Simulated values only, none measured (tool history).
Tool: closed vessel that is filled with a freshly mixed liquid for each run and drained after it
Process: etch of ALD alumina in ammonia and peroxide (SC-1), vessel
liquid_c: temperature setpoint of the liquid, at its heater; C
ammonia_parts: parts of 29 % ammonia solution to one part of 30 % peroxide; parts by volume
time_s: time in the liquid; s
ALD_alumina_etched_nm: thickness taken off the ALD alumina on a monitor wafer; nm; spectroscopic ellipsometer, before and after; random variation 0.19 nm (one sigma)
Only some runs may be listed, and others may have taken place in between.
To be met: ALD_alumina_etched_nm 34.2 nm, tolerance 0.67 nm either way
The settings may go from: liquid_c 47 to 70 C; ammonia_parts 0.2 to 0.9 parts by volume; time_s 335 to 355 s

{"run": 1, "hour": 0.0, "liquid_c": 63, "ammonia_parts": 0.5, "time_s": 335, "ALD_alumina_etched_nm": 28.338}
{"run": 2, "hour": 2.1, "liquid_c": 63, "ammonia_parts": 0.5, "time_s": 335, "ALD_alumina_etched_nm": 28.333}
{"run": 3, "hour": 7.1, "liquid_c": 63.5, "ammonia_parts": 0.5, "time_s": 335, "ALD_alumina_etched_nm": 28.937}
{"run": 4, "hour": 15.0, "liquid_c": 64, "ammonia_parts": 0.5, "time_s": 335, "ALD_alumina_etched_nm": 29.839}
{"run": 5, "hour": 21.1, "liquid_c": 64, "ammonia_parts": 0.5, "time_s": 335, "ALD_alumina_etched_nm": 29.789}
{"run": 6, "hour": 29.8, "liquid_c": 64.5, "ammonia_parts": 0.5, "time_s": 335, "ALD_alumina_etched_nm": 30.57}
{"run": 7, "hour": 33.9, "liquid_c": 65, "ammonia_parts": 0.5, "time_s": 335, "ALD_alumina_etched_nm": 31.28}
{"run": 8, "hour": 36.9, "liquid_c": 65.5, "ammonia_parts": 0.5, "time_s": 335, "ALD_alumina_etched_nm": 31.904}

Next run, 5 choices. One meets every target within its allowed miss, the rest don't. Which?
{"run": "A", "hour": 39.9, "liquid_c": 65.5, "ammonia_parts": 0.55, "time_s": 335, "ALD_alumina_etched_nm": "?"}
{"run": "B", "hour": 39.9, "liquid_c": 67, "ammonia_parts": 0.5, "time_s": 350, "ALD_alumina_etched_nm": "?"}
{"run": "C", "hour": 39.9, "liquid_c": 64.5, "ammonia_parts": 0.35, "time_s": 335, "ALD_alumina_etched_nm": "?"}
{"run": "D", "hour": 39.9, "liquid_c": 62.5, "ammonia_parts": 0.45, "time_s": 355, "ALD_alumina_etched_nm": "?"}
{"run": "E", "hour": 39.9, "liquid_c": 66.5, "ammonia_parts": 0.5, "time_s": 340, "ALD_alumina_etched_nm": "?"}

move=A ALD_alumina_etched_nm=31.991
move=B ALD_alumina_etched_nm=35.663
move=C ALD_alumina_etched_nm=29.168
move=D ALD_alumina_etched_nm=28.632
move=E ALD_alumina_etched_nm=33.804
A: just as far off the targets as the last run
B: pushes the last run's worst result past its target
C: its largest miss is bigger than the last run's
D: its largest miss is bigger than the last run's
E: all results land within tolerance of their targets
E meets every target.
